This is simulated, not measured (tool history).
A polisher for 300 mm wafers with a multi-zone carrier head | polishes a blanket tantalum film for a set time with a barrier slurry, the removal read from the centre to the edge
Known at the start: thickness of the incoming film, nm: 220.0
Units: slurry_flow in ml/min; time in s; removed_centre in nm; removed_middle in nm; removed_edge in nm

run,hour,slurry_flow,centre_zone,middle_zone,edge_zone,slurry_solids,time,removed_centre,removed_middle,removed_edge
1,0,185,1,1,1,1,34,37.799,38.651,38.744
2,5.8,185,1,1,1.04,1,34,38.017,37.708,38.982
3,7.4,185,1,1,0.97,1,34,38.06,39.281,37.714
4,15.7,185,1,1,0.97,1,26,28.83,29.42,28.869
5,16.4,220,1,1,0.97,1,26,30.236,29.295,29.329
6,25.4,220,1,1,1.03,1,26,29.704,30.176,29.944
7,27,220,1,1.01,1.03,1,26,29.345,30.037,30.671
8,29.9,220,1,1.01,1.03,1,26,30.091,30.297,30.199
9,35.9,220,1,1.02,1.03,1,26,29.753,30.366,30.277
10,43.1,220,1,1.03,1.03,1,26,29.705,31.003,30.261
11,49.9,220,1,1.04,1.03,1,26,30.273,30.582,30.326
12,57.9,220,0.99,1.06,1.03,1,26,29.75,31.051,30.209
13,61,220,0.99,1.07,1.03,1,26,30.064,32.375,30.432
14,62.6,220,0.99,1.08,1.03,1,26,29.202,31.87,29.865
15,68,220,1,1.09,1.03,1,26,30.797,32.669,30.259
16,75.2,220,1,1.09,1.04,1,26,30.275,32.042,30.805
17,80.5,220,1,1.1,1.04,1,26,29.745,32.654,30.845
18,83.1,225,1,1.11,1.04,1,26,29.801,32.833,30.394
19,90.9,225,1.01,1.11,1.04,1,26,30.595,34.003,30.743

Forecast run 20:
20,93.7,245,1.03,1.1,1.07,1,26,?,?,?

removed_centre: 30.833 nm
removed_middle: 32.966 nm
removed_edge: 31.337 nm

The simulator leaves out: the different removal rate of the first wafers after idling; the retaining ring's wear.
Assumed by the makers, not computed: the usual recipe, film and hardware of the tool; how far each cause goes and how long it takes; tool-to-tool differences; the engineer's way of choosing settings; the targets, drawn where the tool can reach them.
